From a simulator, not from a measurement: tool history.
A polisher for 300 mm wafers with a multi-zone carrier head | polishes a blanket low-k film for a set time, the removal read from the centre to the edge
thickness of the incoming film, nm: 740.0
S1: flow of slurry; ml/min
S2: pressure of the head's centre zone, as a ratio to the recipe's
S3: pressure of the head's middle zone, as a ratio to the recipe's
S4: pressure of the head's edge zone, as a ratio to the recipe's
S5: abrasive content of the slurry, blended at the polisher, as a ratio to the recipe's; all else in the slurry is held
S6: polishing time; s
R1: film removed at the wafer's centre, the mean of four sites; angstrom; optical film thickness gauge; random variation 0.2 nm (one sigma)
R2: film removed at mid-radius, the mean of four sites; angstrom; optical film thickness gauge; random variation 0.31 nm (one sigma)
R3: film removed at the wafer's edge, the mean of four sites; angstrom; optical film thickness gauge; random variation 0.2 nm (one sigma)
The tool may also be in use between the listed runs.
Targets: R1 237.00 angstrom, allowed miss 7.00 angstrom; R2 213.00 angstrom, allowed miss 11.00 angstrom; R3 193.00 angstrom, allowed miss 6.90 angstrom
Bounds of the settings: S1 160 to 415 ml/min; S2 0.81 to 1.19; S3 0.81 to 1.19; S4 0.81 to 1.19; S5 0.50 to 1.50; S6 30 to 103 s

Run 1, hour 0.0: S1 265 ml/min, S2 1.00, S3 1.00, S4 1.00, S5 1.00, S6 66 s. Result: R1 250.38 angstrom, R2 257.90 angstrom, R3 256.37 angstrom.
Run 2, hour 2.0: S1 265 ml/min, S2 1.00, S3 0.96, S4 1.00, S5 1.00, S6 66 s. Result: R1 250.80 angstrom, R2 248.91 angstrom, R3 255.05 angstrom.
Run 3, hour 7.1: S1 265 ml/min, S2 1.01, S3 0.96, S4 0.98, S5 0.95, S6 66 s. Result: R1 246.47 angstrom, R2 246.47 angstrom, R3 246.04 angstrom.
Run 4, hour 14.8: S1 265 ml/min, S2 1.01, S3 1.04, S4 0.98, S5 0.95, S6 66 s. Result: R1 250.00 angstrom, R2 260.43 angstrom, R3 243.70 angstrom.
Run 5, hour 21.9: S1 265 ml/min, S2 0.97, S3 1.04, S4 0.98, S5 0.95, S6 66 s. Result: R1 237.66 angstrom, R2 255.97 angstrom, R3 245.65 angstrom.
Run 6, hour 25.8: S1 265 ml/min, S2 1.01, S3 1.04, S4 0.98, S5 0.95, S6 66 s. Result: R1 250.92 angstrom, R2 255.33 angstrom, R3 244.74 angstrom.
Run 7, hour 33.1: S1 265 ml/min, S2 1.02, S3 1.04, S4 0.97, S5 0.90, S6 66 s. Result: R1 246.21 angstrom, R2 242.22 angstrom, R3 236.47 angstrom.
Run 8, hour 36.6: S1 265 ml/min, S2 1.02, S3 1.04, S4 0.97, S5 0.90, S6 66 s. Result: R1 239.65 angstrom, R2 246.62 angstrom, R3 239.68 angstrom.
Run 9, hour 43.8: S1 270 ml/min, S2 1.04, S3 1.05, S4 0.95, S5 0.90, S6 65 s. Result: R1 245.49 angstrom, R2 251.13 angstrom, R3 228.33 angstrom.
Run 10, hour 45.7: S1 265 ml/min, S2 1.05, S3 1.04, S4 0.94, S5 0.90, S6 65 s. Result: R1 245.70 angstrom, R2 241.04 angstrom, R3 231.25 angstrom.
Run 11, hour 47.1: S1 330 ml/min, S2 1.15, S3 1.10, S4 0.85, S5 0.65, S6 64 s. Result: R1 222.43 angstrom, R2 213.69 angstrom, R3 179.64 angstrom.
Run 12, hour 50.0: S1 330 ml/min, S2 1.15, S3 1.10, S4 0.86, S5 0.65, S6 64 s. Result: R1 220.34 angstrom, R2 205.62 angstrom, R3 179.80 angstrom.

5 next moves are on the table. One of them brings every result within its allowed miss. Which?
Run A, hour 52.9: S1 300 ml/min, S2 1.13, S3 1.13, S4 0.81, S5 0.70, S6 62 s. Result: R1 ?, R2 ?, R3 ?.
Run B, hour 52.9: S1 325 ml/min, S2 1.16, S3 0.98, S4 1.02, S5 0.55, S6 71 s. Result: R1 ?, R2 ?, R3 ?.
Run C, hour 52.9: S1 330 ml/min, S2 1.16, S3 1.06, S4 0.91, S5 0.70, S6 59 s. Result: R1 ?, R2 ?, R3 ?.
Run D, hour 52.9: S1 280 ml/min, S2 1.17, S3 1.04, S4 1.06, S5 0.50, S6 76 s. Result: R1 ?, R2 ?, R3 ?.
Run E, hour 52.9: S1 415 ml/min, S2 1.17, S3 1.07, S4 0.91, S5 0.75, S6 60 s. Result: R1 ?, R2 ?, R3 ?.

move      R1      R2      R3
   A  221.27  210.69  175.68
   B  220.51  188.70  189.52
   C  218.38  195.09  177.53
   D  216.73  190.20  189.03
   E  239.12  212.49  191.51
A: further off than the last run
B: as far off as the last run
C: further off than the last run
D: further off than the last run
E: meets every target
Move E is the one to make.

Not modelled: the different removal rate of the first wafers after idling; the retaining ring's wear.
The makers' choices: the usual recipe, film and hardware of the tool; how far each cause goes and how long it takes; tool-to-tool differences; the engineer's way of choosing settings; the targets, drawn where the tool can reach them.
